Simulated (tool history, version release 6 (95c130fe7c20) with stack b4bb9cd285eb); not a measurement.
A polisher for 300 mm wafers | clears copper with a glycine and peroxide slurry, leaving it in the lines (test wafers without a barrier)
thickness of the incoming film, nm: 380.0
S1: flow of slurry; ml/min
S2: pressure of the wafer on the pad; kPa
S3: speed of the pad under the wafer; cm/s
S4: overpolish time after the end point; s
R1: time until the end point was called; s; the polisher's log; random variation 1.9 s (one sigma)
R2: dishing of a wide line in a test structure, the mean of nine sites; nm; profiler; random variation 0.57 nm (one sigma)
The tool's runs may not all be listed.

| run | hour | S1 | S2 | S3 | S4 | R1 | R2 |
|---|---|---|---|---|---|---|---|
| 1 | 0 | 275 | 11 | 104 | 23 | 106.95 | 48.191 |
| 2 | 1.3 | 275 | 10.3 | 104 | 19 | 114.19 | 39.257 |
| 3 | 2 | 275 | 7.6 | 104 | 19 | 137.48 | 32.999 |
| 4 | 7.4 | 275 | 7.6 | 106 | 16 | 140.72 | 26.991 |
| 5 | 12.8 | 275 | 4.8 | 106 | 16 | 180.67 | 21.62 |
| 6 | 21.6 | 275 | 5.5 | 108 | 15 | 164.64 | 22.588 |
| 7 | 27.5 | 275 | 6.2 | 110 | 14 | 154.07 | 22.334 |
| 8 | 29.8 | 275 | 6.9 | 110 | 14 | 145.96 | 23.24 |

Forecast run 9:
| 9 | 35.2 | 275 | 6.9 | 110 | 14 | ? | ? |

Run 9 gave R1 144.04 s, R2 24.101 nm.
